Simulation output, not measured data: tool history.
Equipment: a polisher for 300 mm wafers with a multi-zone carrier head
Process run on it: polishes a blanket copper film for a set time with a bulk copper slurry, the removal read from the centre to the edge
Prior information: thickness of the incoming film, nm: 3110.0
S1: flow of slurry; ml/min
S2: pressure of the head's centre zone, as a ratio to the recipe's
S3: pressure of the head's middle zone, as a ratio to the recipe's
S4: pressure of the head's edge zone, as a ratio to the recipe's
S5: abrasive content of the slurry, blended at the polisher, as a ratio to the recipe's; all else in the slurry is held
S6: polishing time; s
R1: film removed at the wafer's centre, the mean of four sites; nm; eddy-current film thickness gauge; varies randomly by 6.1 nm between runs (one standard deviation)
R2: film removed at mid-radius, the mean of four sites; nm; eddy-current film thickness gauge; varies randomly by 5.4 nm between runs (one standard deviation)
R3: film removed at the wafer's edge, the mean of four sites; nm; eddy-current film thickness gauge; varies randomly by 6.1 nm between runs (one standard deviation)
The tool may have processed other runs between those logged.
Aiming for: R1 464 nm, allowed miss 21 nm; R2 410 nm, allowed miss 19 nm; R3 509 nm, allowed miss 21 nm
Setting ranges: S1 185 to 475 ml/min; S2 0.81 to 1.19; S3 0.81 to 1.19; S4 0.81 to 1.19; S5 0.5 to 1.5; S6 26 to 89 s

run  hour   S1    S2    S3    S4    S5  S6      R1      R2      R3
  1     0  305     1     1     1     1  57  527.27  536.54  557.51
  2   7.6  305     1     1     1  1.15  57  556.74  564.06  577.57
  3  14.4  305     1  0.97     1   1.1  57  541.85  519.13  558.61
  4  16.2  305  0.99  0.95     1   1.1  57  538.02  518.24  570.86
  5  23.5  305  0.99  0.95  1.05   1.1  57  544.75   532.9  579.87
  6  31.8  305  0.99     1  1.05   1.1  57  533.75  542.85   568.9
  7  35.7  305  0.99  0.98  1.05  1.05  56  515.29  523.56  551.49
  8  43.3  305  0.99  0.95  1.05     1  56  512.04  500.23  553.59
  9  48.8  305  0.99  0.93  1.05  0.95  56  506.93  504.58  550.78
 10  50.1  295  0.99  0.91  1.06  0.95  55  508.39  468.14  545.63
 11  50.9  290  0.99   0.9  1.06   0.9  55  495.79  453.59  536.52
 12  59.8  285  0.99   0.9  1.06   0.9  55  487.04   464.4  529.37
 13  61.2  285  0.99  0.88  1.06   0.9  55  503.21  457.73  539.83
 14  68.5  285  0.99  0.88  1.06   0.9  55  498.15  452.38   530.9
 15  76.6  280  0.98  0.87  1.06   0.9  55  490.42  446.65  529.66

Next run, 4 choices. One meets every target within its allowed miss, the rest don't. Which?
  A  84.7  260  1.07  0.85  1.07  0.85  48   ?   ?   ?
  B  84.7  285  1.13  0.81  1.03  0.95  48   ?   ?   ?
  C  84.7  325  0.93  0.81  0.99  1.05  52   ?   ?   ?
  D  84.7  300  1.12  0.96  1.07   0.8  53   ?   ?   ?

move      R1      R2      R3
   A  460.53  376.36  461.91
   B  501.38  372.52  466.16
   C  460.68  416.47  509.37
   D   534.2  460.16  508.34
A: the result that was furthest off in the last run now lies on the other side of its target
B: the result that was furthest off in the last run now lies on the other side of its target
C: all results land within tolerance of their targets
D: its largest miss is bigger than the last run's
So the answer is move C, the one that meets all the targets.

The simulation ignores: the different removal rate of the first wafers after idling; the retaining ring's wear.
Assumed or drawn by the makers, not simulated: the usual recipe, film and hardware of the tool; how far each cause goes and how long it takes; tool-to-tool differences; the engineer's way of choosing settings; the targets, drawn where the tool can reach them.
